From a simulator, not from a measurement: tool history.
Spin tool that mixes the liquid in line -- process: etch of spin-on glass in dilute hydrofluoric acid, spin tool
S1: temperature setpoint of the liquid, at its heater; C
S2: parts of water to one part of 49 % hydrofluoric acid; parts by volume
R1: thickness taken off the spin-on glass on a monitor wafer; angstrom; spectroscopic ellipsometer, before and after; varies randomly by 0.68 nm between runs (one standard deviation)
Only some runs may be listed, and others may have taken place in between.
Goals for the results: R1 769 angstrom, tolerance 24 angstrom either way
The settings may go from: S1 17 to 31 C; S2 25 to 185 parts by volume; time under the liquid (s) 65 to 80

{"run": 1, "hour": 0.0, "S1": 23, "S2": 105, "time under the liquid (s)": 80, "R1": 299.3}
{"run": 2, "hour": 5.8, "S1": 23, "S2": 105, "time under the liquid (s)": 80, "R1": 296.69}
{"run": 3, "hour": 7.7, "S1": 26, "S2": 105, "time under the liquid (s)": 80, "R1": 335.06}
{"run": 4, "hour": 9.0, "S1": 26, "S2": 140, "time under the liquid (s)": 80, "R1": 242.05}
{"run": 5, "hour": 13.6, "S1": 25, "S2": 140, "time under the liquid (s)": 80, "R1": 234.94}
{"run": 6, "hour": 18.5, "S1": 25.5, "S2": 130, "time under the liquid (s)": 80, "R1": 257.15}
{"run": 7, "hour": 23.7, "S1": 26, "S2": 120, "time under the liquid (s)": 80, "R1": 291.44}
{"run": 8, "hour": 25.6, "S1": 26.5, "S2": 110, "time under the liquid (s)": 80, "R1": 325.41}
{"run": 9, "hour": 27.4, "S1": 27, "S2": 100, "time under the liquid (s)": 80, "R1": 367.37}

Pick the move, out of 4, that brings all results within their allowed miss; only one does.
{"run": "A", "hour": 29.2, "S1": 31, "S2": 75, "time under the liquid (s)": 80, "R1": "?"}
{"run": "B", "hour": 29.2, "S1": 30.5, "S2": 35, "time under the liquid (s)": 75, "R1": "?"}
{"run": "C", "hour": 29.2, "S1": 31, "S2": 60, "time under the liquid (s)": 80, "R1": "?"}
{"run": "D", "hour": 29.2, "S1": 28.5, "S2": 40, "time under the liquid (s)": 80, "R1": "?"}

move=A R1=596.6
move=B R1=1250.8
move=C R1=763.05
move=D R1=1069.6
A: moves toward the targets from the last run without getting all of them in spec
B: carries the result that was furthest off beyond its target, to the other side
C: meets every target
D: carries the result that was furthest off beyond its target, to the other side
Answer: C

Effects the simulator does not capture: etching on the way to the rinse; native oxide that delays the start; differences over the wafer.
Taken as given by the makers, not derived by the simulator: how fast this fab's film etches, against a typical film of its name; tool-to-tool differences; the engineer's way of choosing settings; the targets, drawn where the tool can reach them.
